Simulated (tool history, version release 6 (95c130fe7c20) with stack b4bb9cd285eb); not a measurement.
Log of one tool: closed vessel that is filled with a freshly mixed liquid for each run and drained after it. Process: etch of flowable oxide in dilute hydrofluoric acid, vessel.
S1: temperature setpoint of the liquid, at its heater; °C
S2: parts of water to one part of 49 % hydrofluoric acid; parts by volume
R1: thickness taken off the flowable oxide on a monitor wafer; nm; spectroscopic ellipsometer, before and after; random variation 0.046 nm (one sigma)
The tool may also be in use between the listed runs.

run 1 hour=0 | S1=20 S2=150 time_in_the_liquid_(s)=30 | R1=3.2535
run 2 hour=1.6 | S1=20 S2=190 time_in_the_liquid_(s)=30 | R1=2.4531
run 3 hour=6 | S1=22.5 S2=160 time_in_the_liquid_(s)=30 | R1=3.2939
run 4 hour=10 | S1=24 S2=135 time_in_the_liquid_(s)=30 | R1=4.2524
run 5 hour=17 | S1=25.5 S2=125 time_in_the_liquid_(s)=30 | R1=4.9259
run 6 hour=21.2 | S1=26.5 S2=115 time_in_the_liquid_(s)=30 | R1=5.7213
run 7 hour=23.8 | S1=27 S2=115 time_in_the_liquid_(s)=30 | R1=5.7837

Run 8 comes next. What will it give?
run 8 hour=30.4 | S1=28 S2=105 time_in_the_liquid_(s)=30 | R1=?

R1: 6.6995 nm

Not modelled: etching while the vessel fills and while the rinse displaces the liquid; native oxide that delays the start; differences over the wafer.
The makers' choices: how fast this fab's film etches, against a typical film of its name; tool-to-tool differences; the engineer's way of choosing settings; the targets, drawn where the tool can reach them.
